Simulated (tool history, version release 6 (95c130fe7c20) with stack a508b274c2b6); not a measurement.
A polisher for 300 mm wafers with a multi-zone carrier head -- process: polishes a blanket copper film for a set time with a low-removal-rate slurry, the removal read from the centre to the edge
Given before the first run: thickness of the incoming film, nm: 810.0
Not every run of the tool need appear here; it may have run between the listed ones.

| run | hour | flow of slurry (ml/min) | pressure of the head's centre zone | pressure of the head's middle zone | pressure of the head's edge zone | abrasive content of the slurry | polishing time (s) | film removed at the wafer's centre (angstrom) | film removed at mid-radius (angstrom) | film removed at the wafer's edge (angstrom) |
|---|---|---|---|---|---|---|---|---|---|---|
| 1 | 0 | 170 | 1 | 1 | 1 | 1 | 59 | 1892.1 | 1929.4 | 1920.7 |
| 2 | 7.1 | 170 | 1 | 1 | 1 | 1 | 45 | 1447.4 | 1489.7 | 1463.3 |
| 3 | 8.5 | 180 | 1 | 1.03 | 1.03 | 1.1 | 51 | 1680.9 | 1765.4 | 1737.7 |
| 4 | 9.8 | 180 | 1.08 | 1.03 | 1.03 | 1.1 | 51 | 1830.7 | 1760.4 | 1743.4 |
| 5 | 14.2 | 190 | 1.07 | 1.07 | 1.05 | 1.2 | 55 | 2040.8 | 2060.6 | 1933.6 |
| 6 | 16.4 | 190 | 1.07 | 1.07 | 1.14 | 1.2 | 55 | 2033.6 | 2041.7 | 2041 |
| 7 | 21 | 195 | 1.05 | 1.09 | 1.15 | 1.25 | 59 | 2169 | 2268.8 | 2207 |

Run 8 has not been measured yet. What should we expect?
| 8 | 22.5 | 200 | 1.04 | 1.1 | 1.16 | 1.3 | 62 | ? | ? | ? |

film removed at the wafer's centre (angstrom): 2288.2
film removed at mid-radius (angstrom): 2466.1
film removed at the wafer's edge (angstrom): 2370.2
